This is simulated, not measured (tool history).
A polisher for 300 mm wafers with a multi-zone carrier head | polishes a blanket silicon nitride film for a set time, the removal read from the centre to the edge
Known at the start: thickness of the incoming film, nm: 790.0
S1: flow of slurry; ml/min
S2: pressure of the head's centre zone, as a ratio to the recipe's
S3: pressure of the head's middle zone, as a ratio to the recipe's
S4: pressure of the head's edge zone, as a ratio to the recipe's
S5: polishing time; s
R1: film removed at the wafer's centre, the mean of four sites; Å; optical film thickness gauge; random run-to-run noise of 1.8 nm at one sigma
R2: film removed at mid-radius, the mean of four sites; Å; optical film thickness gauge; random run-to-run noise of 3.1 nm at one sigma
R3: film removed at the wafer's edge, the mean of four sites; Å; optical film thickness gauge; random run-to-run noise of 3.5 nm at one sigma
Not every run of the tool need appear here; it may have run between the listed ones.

run 1 hour=0 | S1=140 S2=1 S3=1 S4=1 S5=60 | R1=1918.4 R2=1926.7 R3=1885.6
run 2 hour=4.1 | S1=145 S2=1 S3=1.01 S4=1.02 S5=61 | R1=1959.1 R2=1949.3 R3=1919.2
run 3 hour=6.9 | S1=145 S2=1 S3=1.02 S4=1.03 S5=63 | R1=1998.3 R2=2089.1 R3=1984.8
run 4 hour=10.2 | S1=120 S2=1 S3=1.02 S4=1.03 S5=63 | R1=1917.2 R2=1963.9 R3=1971.8
run 5 hour=17.6 | S1=120 S2=1 S3=1.02 S4=1.11 S5=63 | R1=1920.3 R2=1964.8 R3=2018.1
run 6 hour=18.3 | S1=135 S2=1 S3=1.02 S4=1.11 S5=63 | R1=1986.2 R2=2051.4 R3=2076.9
run 7 hour=26.4 | S1=135 S2=1 S3=1.02 S4=1.11 S5=63 | R1=1981.2 R2=2022.4 R3=2085
run 8 hour=34.8 | S1=140 S2=1 S3=1.03 S4=1.12 S5=64 | R1=2029.5 R2=2045.4 R3=2135.2
run 9 hour=42.9 | S1=145 S2=1 S3=1.04 S4=1.12 S5=65 | R1=2079.7 R2=2134.3 R3=2169.5
run 10 hour=43.9 | S1=150 S2=1 S3=1.05 S4=1.13 S5=66 | R1=2136.8 R2=2200.5 R3=2224.9
run 11 hour=51.1 | S1=155 S2=1 S3=1.06 S4=1.14 S5=67 | R1=2188.8 R2=2228.1 R3=2324.5

Run 12 has not been measured yet. What should we expect?
run 12 hour=55.2 | S1=160 S2=1 S3=1.07 S4=1.14 S5=67 | R1=? R2=? R3=?

{"run 12": {"R1": 2211.6, "R2": 2270.9, "R3": 2320.7}}
